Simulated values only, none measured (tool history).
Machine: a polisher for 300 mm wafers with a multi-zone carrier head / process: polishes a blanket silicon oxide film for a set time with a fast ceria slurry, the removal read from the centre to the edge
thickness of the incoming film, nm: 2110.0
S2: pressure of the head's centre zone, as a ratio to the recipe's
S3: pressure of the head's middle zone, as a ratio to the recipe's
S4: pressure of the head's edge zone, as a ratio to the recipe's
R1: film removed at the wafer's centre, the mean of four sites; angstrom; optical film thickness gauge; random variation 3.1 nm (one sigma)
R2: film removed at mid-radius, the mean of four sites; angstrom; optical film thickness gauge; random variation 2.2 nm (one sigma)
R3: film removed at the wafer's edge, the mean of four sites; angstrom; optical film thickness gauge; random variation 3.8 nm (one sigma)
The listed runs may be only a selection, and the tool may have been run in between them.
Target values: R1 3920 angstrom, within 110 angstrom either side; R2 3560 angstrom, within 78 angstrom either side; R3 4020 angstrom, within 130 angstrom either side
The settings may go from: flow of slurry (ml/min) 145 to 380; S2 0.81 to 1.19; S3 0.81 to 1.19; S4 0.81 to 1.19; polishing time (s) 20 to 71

Run 1, day 0: flow of slurry (ml/min) 245, S2 1, S3 1, S4 1, polishing time (s) 45. Result: R1 6673.8 angstrom, R2 6487.8 angstrom, R3 6507.8 angstrom.
Run 2, day 0.071: flow of slurry (ml/min) 245, S2 1, S3 1, S4 0.96, polishing time (s) 45. Result: R1 6613.5 angstrom, R2 6408.6 angstrom, R3 6407.3 angstrom.
Run 3, day 0.279: flow of slurry (ml/min) 235, S2 0.98, S3 0.96, S4 0.93, polishing time (s) 41. Result: R1 5834.7 angstrom, R2 5555.9 angstrom, R3 5764.2 angstrom.
Run 4, day 0.488: flow of slurry (ml/min) 230, S2 0.97, S3 0.94, S4 0.91, polishing time (s) 38. Result: R1 5416.2 angstrom, R2 5115.9 angstrom, R3 5320.9 angstrom.
Run 5, day 0.742: flow of slurry (ml/min) 220, S2 0.95, S3 0.91, S4 0.89, polishing time (s) 35. Result: R1 4896.7 angstrom, R2 4570.2 angstrom, R3 4741.2 angstrom.
At day 1.046: worn pad replaced by a new one.
Run 6, day 1.046: flow of slurry (ml/min) 210, S2 0.93, S3 0.89, S4 0.9, polishing time (s) 34. Result: R1 4830.8 angstrom, R2 4644.1 angstrom, R3 4985.4 angstrom.
Run 7, day 1.092: flow of slurry (ml/min) 205, S2 0.93, S3 0.87, S4 0.89, polishing time (s) 32. Result: R1 4594.4 angstrom, R2 4293.4 angstrom, R3 4698.6 angstrom.
Run 8, day 1.125: flow of slurry (ml/min) 205, S2 0.93, S3 0.87, S4 0.89, polishing time (s) 32. Result: R1 4566.3 angstrom, R2 4207.2 angstrom, R3 4551.4 angstrom.
Run 9, day 1.225: flow of slurry (ml/min) 200, S2 0.92, S3 0.86, S4 0.89, polishing time (s) 31. Result: R1 4448.5 angstrom, R2 4033.5 angstrom, R3 4418.3 angstrom.
Run 10, day 1.525: flow of slurry (ml/min) 195, S2 0.91, S3 0.85, S4 0.88, polishing time (s) 30. Result: R1 4179.9 angstrom, R2 3860.1 angstrom, R3 4318.5 angstrom.
Run 11, day 1.858: flow of slurry (ml/min) 190, S2 0.91, S3 0.84, S4 0.86, polishing time (s) 30. Result: R1 4170.5 angstrom, R2 3798.6 angstrom, R3 4209.2 angstrom.
Run 12, day 2.188: flow of slurry (ml/min) 155, S2 0.88, S3 0.81, S4 0.84, polishing time (s) 29. Result: R1 3722.4 angstrom, R2 3413.7 angstrom, R3 3943.2 angstrom.

Exactly one of the 4 candidate moves below puts every result within its allowed miss. Which one?
Run A, day 2.517: flow of slurry (ml/min) 150, S2 0.87, S3 0.81, S4 0.89, polishing time (s) 28. Result: R1 ?, R2 ?, R3 ?.
Run B, day 2.517: flow of slurry (ml/min) 145, S2 0.81, S3 0.83, S4 0.83, polishing time (s) 29. Result: R1 ?, R2 ?, R3 ?.
Run C, day 2.517: flow of slurry (ml/min) 150, S2 0.9, S3 0.82, S4 0.83, polishing time (s) 30. Result: R1 ?, R2 ?, R3 ?.
Run D, day 2.517: flow of slurry (ml/min) 150, S2 0.81, S3 0.85, S4 0.85, polishing time (s) 28. Result: R1 ?, R2 ?, R3 ?.

move      R1      R2      R3
   A  3580.6  3284.7  3829.2
   B  3481.5  3445.9  3830.3
   C  3939.1  3554.5    3984
   D  3390.2  3417.8  3753.7
A: moves away from the targets compared with the last run
B: moves away from the targets compared with the last run
C: meets every target
D: moves away from the targets compared with the last run
C meets every target.

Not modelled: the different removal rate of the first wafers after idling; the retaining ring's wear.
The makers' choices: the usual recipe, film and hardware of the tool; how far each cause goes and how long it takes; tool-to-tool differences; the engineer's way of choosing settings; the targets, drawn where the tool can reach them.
